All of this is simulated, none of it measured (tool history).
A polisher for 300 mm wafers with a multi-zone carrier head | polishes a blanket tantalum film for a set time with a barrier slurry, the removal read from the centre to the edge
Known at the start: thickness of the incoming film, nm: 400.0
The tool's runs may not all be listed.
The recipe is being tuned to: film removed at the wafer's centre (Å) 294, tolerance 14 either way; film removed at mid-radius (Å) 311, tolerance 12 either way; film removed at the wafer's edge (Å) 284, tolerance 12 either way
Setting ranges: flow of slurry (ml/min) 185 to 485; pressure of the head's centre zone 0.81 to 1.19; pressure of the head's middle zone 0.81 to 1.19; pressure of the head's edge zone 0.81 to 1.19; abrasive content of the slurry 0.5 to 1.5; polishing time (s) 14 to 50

run,hour,flow of slurry (ml/min),pressure of the head's centre zone,pressure of the head's middle zone,pressure of the head's edge zone,abrasive content of the slurry,polishing time (s),film removed at the wafer's centre (Å),film removed at mid-radius (Å),film removed at the wafer's edge (Å)
1,0,310,1,1,1,1,32,451.26,455.23,463.56
2,9,310,1.06,1,1,1,32,471.61,453.15,461.64
3,17.8,310,1.06,0.96,1,1,32,486.75,454.24,454.76
4,24.2,310,1.06,0.96,1.06,1,32,481.13,442.98,468.31
5,27.9,310,1.05,0.97,1.03,0.9,30,433.77,406.9,414.95
6,36.4,340,1.05,0.97,1.03,0.9,30,430.98,408.36,425.08
7,40.6,325,1.04,0.98,1,0.85,29,417.37,397.33,403.09
8,46.1,330,0.94,1.05,0.9,0.6,20,237.16,264.28,241.44
9,49.9,330,0.96,1.06,0.92,0.65,20,244.2,276.34,245.27
10,54.5,330,0.97,1.06,0.94,0.7,20,261.61,279.57,261.78
11,60.8,330,0.98,1.08,0.95,0.7,20,258.89,283.47,257.08
12,61.6,330,0.99,1.09,0.96,0.7,20,259.83,284.37,258.33
13,63.5,330,1,1.1,0.97,0.7,20,269.84,286.56,260.18

Exercise: of the 5 proposed moves below, exactly one satisfies all targets within the stated allowed misses. Which move is it?
A,65.4,330,1.18,1.11,0.94,0.6,19,?,?,?
B,65.4,370,1.01,1.03,0.96,0.7,25,?,?,?
C,65.4,295,1.03,1.1,0.99,0.7,22,?,?,?
D,65.4,320,0.95,1.11,0.93,0.7,24,?,?,?
E,65.4,310,1.04,1.07,0.91,0.55,26,?,?,?

move,film removed at the wafer's centre (Å),film removed at mid-radius (Å),film removed at the wafer's edge (Å)
A,282.28,266.89,230.15
B,333.44,346.15,320.35
C,294.66,317.5,281.99
D,298.08,351.1,301.29
E,330.53,344.42,302.88
A: the biggest miss grows against the last run
B: takes the result that was furthest off past its target
C: meets every target
D: takes the result that was furthest off past its target
E: takes the result that was furthest off past its target
The right move is C.

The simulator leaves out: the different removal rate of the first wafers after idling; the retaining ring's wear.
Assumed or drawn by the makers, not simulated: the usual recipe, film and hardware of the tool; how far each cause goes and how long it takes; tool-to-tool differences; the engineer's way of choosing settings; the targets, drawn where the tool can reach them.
